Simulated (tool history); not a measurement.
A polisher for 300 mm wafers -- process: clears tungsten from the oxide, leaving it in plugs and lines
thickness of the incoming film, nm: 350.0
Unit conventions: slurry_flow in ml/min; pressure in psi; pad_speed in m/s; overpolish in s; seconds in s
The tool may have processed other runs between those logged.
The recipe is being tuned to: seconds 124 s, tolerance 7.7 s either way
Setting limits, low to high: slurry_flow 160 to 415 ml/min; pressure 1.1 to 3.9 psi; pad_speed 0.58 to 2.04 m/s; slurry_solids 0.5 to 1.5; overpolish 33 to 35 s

Run 1, hour 0: slurry_flow 265 ml/min, pressure 2.5 psi, pad_speed 1.3 m/s, slurry_solids 1, overpolish 33 s. Result: seconds 67.361 s.
Run 2, hour 1.9: slurry_flow 265 ml/min, pressure 2.5 psi, pad_speed 1.62 m/s, slurry_solids 1, overpolish 33 s. Result: seconds 54.745 s.
Run 3, hour 8.2: slurry_flow 265 ml/min, pressure 2.3 psi, pad_speed 1.54 m/s, slurry_solids 1, overpolish 33 s. Result: seconds 62.943 s.
Run 4, hour 12.9: slurry_flow 265 ml/min, pressure 2.3 psi, pad_speed 1.54 m/s, slurry_solids 1, overpolish 35 s. Result: seconds 61.438 s.
Run 5, hour 21.9: slurry_flow 265 ml/min, pressure 2.1 psi, pad_speed 1.48 m/s, slurry_solids 1, overpolish 35 s. Result: seconds 70.226 s.
Run 6, hour 29.7: slurry_flow 265 ml/min, pressure 2.1 psi, pad_speed 1.48 m/s, slurry_solids 0.9, overpolish 35 s. Result: seconds 69.31 s.
Run 7, hour 30.7: slurry_flow 265 ml/min, pressure 1.9 psi, pad_speed 1.42 m/s, slurry_solids 0.9, overpolish 35 s. Result: seconds 82.837 s.
Run 8, hour 32.4: slurry_flow 265 ml/min, pressure 1.8 psi, pad_speed 1.4 m/s, slurry_solids 0.9, overpolish 35 s. Result: seconds 88.065 s.
Run 9, hour 38.3: slurry_flow 265 ml/min, pressure 1.7 psi, pad_speed 1.4 m/s, slurry_solids 0.9, overpolish 35 s. Result: seconds 92.132 s.
Run 10, hour 43.9: slurry_flow 265 ml/min, pressure 1.6 psi, pad_speed 1.4 m/s, slurry_solids 0.9, overpolish 35 s. Result: seconds 99.455 s.
Run 11, hour 44.9: slurry_flow 265 ml/min, pressure 1.5 psi, pad_speed 1.4 m/s, slurry_solids 0.9, overpolish 35 s. Result: seconds 106.25 s.

Which single option among these 5 for the next run brings every result within its allowed miss of target? Just one does.
Run A, hour 45.9: slurry_flow 275 ml/min, pressure 1.8 psi, pad_speed 1.48 m/s, slurry_solids 0.75, overpolish 34 s. Result: seconds ?.
Run B, hour 45.9: slurry_flow 270 ml/min, pressure 1.6 psi, pad_speed 1.48 m/s, slurry_solids 0.9, overpolish 35 s. Result: seconds ?.
Run C, hour 45.9: slurry_flow 255 ml/min, pressure 1.4 psi, pad_speed 1.24 m/s, slurry_solids 0.9, overpolish 33 s. Result: seconds ?.
Run D, hour 45.9: slurry_flow 255 ml/min, pressure 1.7 psi, pad_speed 1.34 m/s, slurry_solids 0.9, overpolish 35 s. Result: seconds ?.
Run E, hour 45.9: slurry_flow 260 ml/min, pressure 1.5 psi, pad_speed 1.44 m/s, slurry_solids 0.8, overpolish 35 s. Result: seconds ?.

move  seconds
   A   88.827
   B   94.646
   C   128.41
   D   98.999
   E   107.26
A: misses by more than the last run did
B: misses by more than the last run did
C: all results in spec
D: misses by more than the last run did
E: closes in on the targets versus the last run, not all within tolerance yet
Correct choice: C, which meets every target
